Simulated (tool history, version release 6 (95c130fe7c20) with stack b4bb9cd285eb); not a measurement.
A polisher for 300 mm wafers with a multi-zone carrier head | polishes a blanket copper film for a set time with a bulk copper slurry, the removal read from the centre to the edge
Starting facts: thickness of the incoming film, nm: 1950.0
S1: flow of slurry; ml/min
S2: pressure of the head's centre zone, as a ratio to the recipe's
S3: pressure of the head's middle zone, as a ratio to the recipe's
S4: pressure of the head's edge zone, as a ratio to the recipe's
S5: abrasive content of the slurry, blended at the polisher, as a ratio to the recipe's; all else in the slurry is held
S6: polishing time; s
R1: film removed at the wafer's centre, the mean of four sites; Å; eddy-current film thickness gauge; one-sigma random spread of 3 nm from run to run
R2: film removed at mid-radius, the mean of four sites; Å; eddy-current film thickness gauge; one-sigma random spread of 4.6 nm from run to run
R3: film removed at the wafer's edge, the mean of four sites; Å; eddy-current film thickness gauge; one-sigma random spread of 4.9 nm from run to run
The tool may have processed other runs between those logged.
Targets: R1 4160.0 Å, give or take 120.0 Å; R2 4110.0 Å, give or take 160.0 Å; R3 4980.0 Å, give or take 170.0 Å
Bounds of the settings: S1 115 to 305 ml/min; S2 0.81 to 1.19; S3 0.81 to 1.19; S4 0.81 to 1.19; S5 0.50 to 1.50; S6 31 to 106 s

Run 1, hour 0.0: S1 195 ml/min, S2 1.00, S3 1.00, S4 1.00, S5 1.00, S6 68 s. Result: R1 3674.4 Å, R2 3719.9 Å, R3 3644.0 Å.
Run 2, hour 5.9: S1 195 ml/min, S2 1.00, S3 1.00, S4 1.00, S5 1.20, S6 68 s. Result: R1 3824.2 Å, R2 3948.7 Å, R3 3784.9 Å.
Run 3, hour 14.4: S1 195 ml/min, S2 1.08, S3 1.00, S4 1.00, S5 1.20, S6 68 s. Result: R1 4132.4 Å, R2 3767.2 Å, R3 3780.3 Å.
Run 4, hour 23.0: S1 195 ml/min, S2 1.08, S3 0.92, S4 1.00, S5 1.20, S6 68 s. Result: R1 4146.3 Å, R2 3564.1 Å, R3 3845.1 Å.
Run 5, hour 31.0: S1 200 ml/min, S2 1.06, S3 0.91, S4 1.02, S5 1.25, S6 68 s. Result: R1 4094.0 Å, R2 3582.8 Å, R3 3834.7 Å.
Run 6, hour 39.5: S1 190 ml/min, S2 1.04, S3 0.90, S4 1.04, S5 1.25, S6 70 s. Result: R1 4137.9 Å, R2 3701.6 Å, R3 4006.3 Å.
Run 7, hour 44.1: S1 180 ml/min, S2 1.03, S3 0.89, S4 1.06, S5 1.25, S6 71 s. Result: R1 4096.6 Å, R2 3653.8 Å, R3 4074.9 Å.
Run 8, hour 47.7: S1 175 ml/min, S2 1.02, S3 0.88, S4 1.08, S5 1.25, S6 72 s. Result: R1 4116.2 Å, R2 3641.3 Å, R3 4123.2 Å.
Run 9, hour 49.0: S1 175 ml/min, S2 1.00, S3 0.87, S4 1.09, S5 1.30, S6 73 s. Result: R1 4113.4 Å, R2 3720.9 Å, R3 4266.6 Å.
Run 10, hour 57.2: S1 175 ml/min, S2 0.99, S3 0.87, S4 1.10, S5 1.30, S6 74 s. Result: R1 4164.1 Å, R2 3748.3 Å, R3 4351.9 Å.
Run 11, hour 58.5: S1 175 ml/min, S2 0.99, S3 0.87, S4 1.10, S5 1.30, S6 74 s. Result: R1 4117.8 Å, R2 3699.7 Å, R3 4334.3 Å.
Run 12, hour 59.4: S1 180 ml/min, S2 0.98, S3 0.87, S4 1.11, S5 1.30, S6 74 s. Result: R1 4045.1 Å, R2 3727.3 Å, R3 4348.5 Å.
Run 13, hour 62.4: S1 180 ml/min, S2 0.97, S3 0.87, S4 1.12, S5 1.30, S6 75 s. Result: R1 4046.4 Å, R2 3829.2 Å, R3 4435.1 Å.

Which single option among these 5 for the next run brings every result within its allowed miss of target? Just one does.
Run A, hour 65.4: S1 195 ml/min, S2 1.02, S3 0.95, S4 1.11, S5 1.25, S6 70 s. Result: R1 ?, R2 ?, R3 ?.
Run B, hour 65.4: S1 195 ml/min, S2 0.84, S3 0.93, S4 1.19, S5 1.30, S6 81 s. Result: R1 ?, R2 ?, R3 ?.
Run C, hour 65.4: S1 230 ml/min, S2 0.90, S3 0.95, S4 1.05, S5 1.20, S6 81 s. Result: R1 ?, R2 ?, R3 ?.
Run D, hour 65.4: S1 135 ml/min, S2 0.89, S3 0.81, S4 1.15, S5 1.30, S6 80 s. Result: R1 ?, R2 ?, R3 ?.
Run E, hour 65.4: S1 160 ml/min, S2 0.89, S3 0.83, S4 1.13, S5 1.35, S6 83 s. Result: R1 ?, R2 ?, R3 ?.

move      R1      R2      R3
   A  4055.2  3922.1  4086.4
   B  3890.4  4500.1  4944.7
   C  4192.5  4592.6  4626.4
   D  3831.8  3759.0  4622.3
   E  4129.8  4118.1  4881.9
A: its largest miss is bigger than the last run's
B: brings the last run's worst result on target, with another outside its allowed miss
C: moves toward the targets from the last run without getting all of them in spec
D: moves toward the targets from the last run without getting all of them in spec
E: every result within its allowed miss
Answer: E

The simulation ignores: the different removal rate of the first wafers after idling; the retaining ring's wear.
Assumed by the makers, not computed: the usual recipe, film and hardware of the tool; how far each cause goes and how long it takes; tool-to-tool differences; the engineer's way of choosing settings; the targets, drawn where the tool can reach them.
